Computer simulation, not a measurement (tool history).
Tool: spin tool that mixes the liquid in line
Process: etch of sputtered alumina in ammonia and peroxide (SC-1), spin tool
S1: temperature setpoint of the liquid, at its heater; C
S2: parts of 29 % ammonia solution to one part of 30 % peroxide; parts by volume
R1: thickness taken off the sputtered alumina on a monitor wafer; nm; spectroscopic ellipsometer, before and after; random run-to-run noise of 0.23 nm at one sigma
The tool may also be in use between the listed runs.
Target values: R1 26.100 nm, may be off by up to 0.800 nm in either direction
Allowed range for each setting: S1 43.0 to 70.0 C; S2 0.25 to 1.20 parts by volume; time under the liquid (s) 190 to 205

run 1 hour=0.0 | S1=59.0 S2=0.95 time_under_the_liquid_(s)=190 | R1=15.514
run 2 hour=3.1 | S1=59.0 S2=0.95 time_under_the_liquid_(s)=205 | R1=16.786
run 3 hour=8.8 | S1=61.0 S2=0.95 time_under_the_liquid_(s)=205 | R1=18.723
run 4 hour=10.8 | S1=62.5 S2=0.95 time_under_the_liquid_(s)=205 | R1=19.884
run 5 hour=12.6 | S1=64.0 S2=0.95 time_under_the_liquid_(s)=205 | R1=21.287
run 6 hour=20.7 | S1=65.0 S2=0.95 time_under_the_liquid_(s)=205 | R1=22.225
run 7 hour=24.6 | S1=66.0 S2=0.95 time_under_the_liquid_(s)=205 | R1=23.590
run 8 hour=33.5 | S1=66.0 S2=0.95 time_under_the_liquid_(s)=205 | R1=23.736
run 9 hour=42.2 | S1=66.0 S2=0.95 time_under_the_liquid_(s)=205 | R1=23.653
run 10 hour=49.1 | S1=66.5 S2=0.95 time_under_the_liquid_(s)=205 | R1=24.594
run 11 hour=51.8 | S1=67.0 S2=0.95 time_under_the_liquid_(s)=205 | R1=24.765

4 candidate next runs follow, results not yet known. Just one meets every target within its allowed miss. Identify it.
run A hour=54.5 | S1=65.0 S2=0.85 time_under_the_liquid_(s)=205 | R1=?
run B hour=54.5 | S1=68.0 S2=1.00 time_under_the_liquid_(s)=190 | R1=?
run C hour=54.5 | S1=67.5 S2=1.05 time_under_the_liquid_(s)=205 | R1=?
run D hour=54.5 | S1=65.5 S2=1.10 time_under_the_liquid_(s)=205 | R1=?

move=A R1=22.490
move=B R1=24.527
move=C R1=25.945
move=D R1=23.622
A: its largest miss is bigger than the last run's
B: its largest miss is bigger than the last run's
C: all results in spec
D: its largest miss is bigger than the last run's
The move that meets every target is C.
